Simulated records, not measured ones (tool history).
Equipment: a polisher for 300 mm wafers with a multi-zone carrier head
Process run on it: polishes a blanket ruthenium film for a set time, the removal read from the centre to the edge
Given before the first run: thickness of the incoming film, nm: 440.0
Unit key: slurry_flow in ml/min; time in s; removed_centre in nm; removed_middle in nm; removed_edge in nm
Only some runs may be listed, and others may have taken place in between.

| run | hour | slurry_flow | centre_zone | middle_zone | edge_zone | time | removed_centre | removed_middle | removed_edge |
|---|---|---|---|---|---|---|---|---|---|
| 1 | 0.0 | 145 | 1.00 | 1.00 | 1.00 | 74 | 96.226 | 92.879 | 97.240 |
| 2 | 5.9 | 125 | 1.03 | 1.03 | 0.94 | 61 | 78.387 | 76.203 | 75.715 |
| 3 | 8.3 | 125 | 1.03 | 1.08 | 0.94 | 61 | 78.103 | 80.102 | 76.019 |
| 4 | 9.8 | 125 | 1.03 | 1.01 | 0.94 | 61 | 79.322 | 74.024 | 76.075 |
| 5 | 17.8 | 120 | 1.06 | 1.05 | 0.90 | 52 | 68.490 | 65.356 | 63.486 |
| 6 | 18.5 | 120 | 1.06 | 1.00 | 0.90 | 52 | 68.890 | 62.895 | 62.763 |

For run 7, what comes out?
| 7 | 23.8 | 120 | 1.08 | 1.04 | 0.87 | 47 | ? | ? | ? |

{"run 7": {"removed_centre": 62.72, "removed_middle": 58.866, "removed_edge": 56.615}}
